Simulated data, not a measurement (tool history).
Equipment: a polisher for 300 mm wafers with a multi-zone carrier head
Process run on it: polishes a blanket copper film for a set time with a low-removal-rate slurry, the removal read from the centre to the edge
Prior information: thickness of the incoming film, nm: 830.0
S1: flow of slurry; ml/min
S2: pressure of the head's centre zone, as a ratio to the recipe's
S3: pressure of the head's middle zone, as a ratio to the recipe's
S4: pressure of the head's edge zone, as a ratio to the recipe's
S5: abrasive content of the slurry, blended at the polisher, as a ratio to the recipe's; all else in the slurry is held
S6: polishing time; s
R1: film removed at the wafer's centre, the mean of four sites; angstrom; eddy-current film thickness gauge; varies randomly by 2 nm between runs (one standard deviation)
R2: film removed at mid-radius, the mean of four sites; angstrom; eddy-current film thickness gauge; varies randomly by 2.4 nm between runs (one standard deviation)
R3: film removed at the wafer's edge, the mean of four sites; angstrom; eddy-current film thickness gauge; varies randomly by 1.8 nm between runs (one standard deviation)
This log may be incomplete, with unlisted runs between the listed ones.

run,hour,S1,S2,S3,S4,S5,S6,R1,R2,R3
1,0.0,315,1.00,1.00,1.00,1.00,47,1772.1,1817.1,1804.2
2,7.3,320,1.05,0.98,1.04,1.05,47,1906.4,1801.1,1889.6
3,13.6,330,1.09,0.97,1.05,1.05,47,1954.6,1752.4,1868.8
4,16.8,330,1.12,0.97,1.07,1.10,47,2112.1,1788.3,1925.6
5,22.2,330,1.12,0.97,1.07,1.10,41,1805.4,1575.5,1699.7
6,25.3,330,1.12,0.97,1.07,0.95,41,1730.0,1501.2,1612.1

For run 7, what comes out?
7,26.7,330,1.14,0.97,1.10,1.10,41,?,?,?

Run 7 gave R1 1839.9 angstrom, R2 1570.5 angstrom, R3 1690.9 angstrom.
